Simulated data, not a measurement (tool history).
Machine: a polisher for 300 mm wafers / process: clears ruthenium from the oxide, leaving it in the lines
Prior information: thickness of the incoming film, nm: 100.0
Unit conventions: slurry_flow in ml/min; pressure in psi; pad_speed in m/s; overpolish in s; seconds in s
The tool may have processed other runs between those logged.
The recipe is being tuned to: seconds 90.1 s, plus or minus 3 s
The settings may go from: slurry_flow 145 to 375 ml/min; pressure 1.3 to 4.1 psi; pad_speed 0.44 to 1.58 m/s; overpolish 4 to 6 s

| run | hour | slurry_flow | pressure | pad_speed | overpolish | seconds |
|---|---|---|---|---|---|---|
| 1 | 0 | 240 | 2.7 | 1 | 6 | 71.395 |
| 2 | 5.6 | 240 | 2.5 | 1 | 6 | 76.499 |
| 3 | 10.1 | 240 | 2.5 | 1.16 | 6 | 67.255 |
| 4 | 12.5 | 240 | 3.1 | 1.16 | 6 | 54.634 |
| 5 | 17.7 | 240 | 2.6 | 1.16 | 6 | 65.145 |
| 6 | 19.6 | 240 | 2.3 | 1.16 | 6 | 72.807 |
| 7 | 23.2 | 240 | 2.1 | 1.16 | 6 | 77.991 |
| 8 | 30.7 | 240 | 2 | 1.16 | 6 | 79.91 |
| 9 | 35.2 | 240 | 1.9 | 1.16 | 6 | 84.658 |

Of the 4 settings listed for the next run, only one would bring every result within its allowed miss of target. Which one?
| A | 39.7 | 235 | 1.9 | 1.18 | 6 | ? |
| B | 39.7 | 255 | 2 | 1.14 | 6 | ? |
| C | 39.7 | 235 | 1.9 | 1.1 | 4 | ? |
| D | 39.7 | 255 | 1.7 | 1.28 | 4 | ? |

| move | seconds |
|---|---|
| A | 82.105 |
| B | 80.52 |
| C | 87.913 |
| D | 82.633 |
A: the biggest miss grows against the last run
B: the biggest miss grows against the last run
C: all results land within tolerance of their targets
D: the biggest miss grows against the last run
C meets every target.

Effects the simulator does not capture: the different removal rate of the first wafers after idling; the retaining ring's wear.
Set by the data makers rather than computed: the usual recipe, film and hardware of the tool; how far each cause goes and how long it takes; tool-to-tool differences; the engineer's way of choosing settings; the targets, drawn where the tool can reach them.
